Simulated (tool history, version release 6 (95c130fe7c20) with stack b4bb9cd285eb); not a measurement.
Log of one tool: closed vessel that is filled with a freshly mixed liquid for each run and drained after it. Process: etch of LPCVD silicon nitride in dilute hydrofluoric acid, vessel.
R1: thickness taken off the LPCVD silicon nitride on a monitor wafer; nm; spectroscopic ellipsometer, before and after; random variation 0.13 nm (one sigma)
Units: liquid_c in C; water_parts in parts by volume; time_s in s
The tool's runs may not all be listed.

Run 1, hour 0.0: liquid_c 22.0 C, water_parts 145 parts by volume, time_s 2605 s. Result: R1 8.7877 nm.
Run 2, hour 5.3: liquid_c 24.0 C, water_parts 145 parts by volume, time_s 2605 s. Result: R1 10.1980 nm.
Run 3, hour 11.7: liquid_c 24.0 C, water_parts 180 parts by volume, time_s 2605 s. Result: R1 8.1513 nm.
Run 4, hour 20.3: liquid_c 25.0 C, water_parts 175 parts by volume, time_s 2605 s. Result: R1 9.0270 nm.
Run 5, hour 23.1: liquid_c 26.0 C, water_parts 175 parts by volume, time_s 2605 s. Result: R1 9.5457 nm.
Run 6, hour 29.0: liquid_c 27.0 C, water_parts 170 parts by volume, time_s 2605 s. Result: R1 10.2970 nm.
Run 7, hour 35.9: liquid_c 27.5 C, water_parts 165 parts by volume, time_s 2605 s. Result: R1 10.9230 nm.
Run 8, hour 42.1: liquid_c 28.0 C, water_parts 160 parts by volume, time_s 2605 s. Result: R1 12.0310 nm.

Run 9 comes next. What will it give?
Run 9, hour 45.5: liquid_c 28.5 C, water_parts 160 parts by volume, time_s 2605 s. Result: R1 ?.

{"run 9": {"R1": 12.215}}

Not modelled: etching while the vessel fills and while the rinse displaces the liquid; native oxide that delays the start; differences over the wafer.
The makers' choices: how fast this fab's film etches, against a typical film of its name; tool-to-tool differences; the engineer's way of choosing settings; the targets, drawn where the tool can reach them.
